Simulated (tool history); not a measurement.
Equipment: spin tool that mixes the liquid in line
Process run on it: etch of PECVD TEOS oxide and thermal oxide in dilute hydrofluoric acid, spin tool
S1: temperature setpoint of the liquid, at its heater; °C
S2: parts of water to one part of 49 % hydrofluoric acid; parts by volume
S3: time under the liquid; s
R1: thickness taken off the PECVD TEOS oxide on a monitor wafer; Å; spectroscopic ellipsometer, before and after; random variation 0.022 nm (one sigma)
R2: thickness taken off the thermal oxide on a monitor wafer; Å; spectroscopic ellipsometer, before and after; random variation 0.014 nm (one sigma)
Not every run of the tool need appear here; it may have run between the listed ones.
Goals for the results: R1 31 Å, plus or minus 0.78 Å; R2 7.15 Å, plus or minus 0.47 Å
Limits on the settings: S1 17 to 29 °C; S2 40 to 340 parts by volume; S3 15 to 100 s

Run 1, hour 0: S1 21 °C, S2 190 parts by volume, S3 50 s. Result: R1 42.128 Å, R2 9.5069 Å.
Run 2, hour 4.9: S1 20 °C, S2 195 parts by volume, S3 50 s. Result: R1 39.409 Å, R2 8.71 Å.
Run 3, hour 6.7: S1 19.5 °C, S2 200 parts by volume, S3 50 s. Result: R1 37.795 Å, R2 8.8306 Å.
Run 4, hour 8.6: S1 19.5 °C, S2 210 parts by volume, S3 50 s. Result: R1 35.676 Å, R2 8.2696 Å.
Run 5, hour 11.6: S1 19.5 °C, S2 170 parts by volume, S3 50 s. Result: R1 45.669 Å, R2 10.489 Å.
Run 6, hour 20.4: S1 19 °C, S2 180 parts by volume, S3 50 s. Result: R1 42.131 Å, R2 9.8156 Å.
Run 7, hour 28.2: S1 19 °C, S2 190 parts by volume, S3 50 s. Result: R1 39.924 Å, R2 9.091 Å.
Run 8, hour 31.5: S1 17 °C, S2 225 parts by volume, S3 50 s. Result: R1 30.015 Å, R2 6.8926 Å.

Next run, 4 choices. One meets every target within its allowed miss, the rest don't. Which?
Run A, hour 34.8: S1 17 °C, S2 235 parts by volume, S3 50 s. Result: R1 ?, R2 ?.
Run B, hour 34.8: S1 17 °C, S2 80 parts by volume, S3 15 s. Result: R1 ?, R2 ?.
Run C, hour 34.8: S1 20.5 °C, S2 255 parts by volume, S3 50 s. Result: R1 ?, R2 ?.
Run D, hour 34.8: S1 17.5 °C, S2 200 parts by volume, S3 45 s. Result: R1 ?, R2 ?.

move      R1      R2
   A  27.959  6.7537
   B  28.621  6.9136
   C  28.917  6.9852
   D  31.125  7.5185
A: the biggest miss grows against the last run
B: the biggest miss grows against the last run
C: the biggest miss grows against the last run
D: all results in spec
D meets every target.
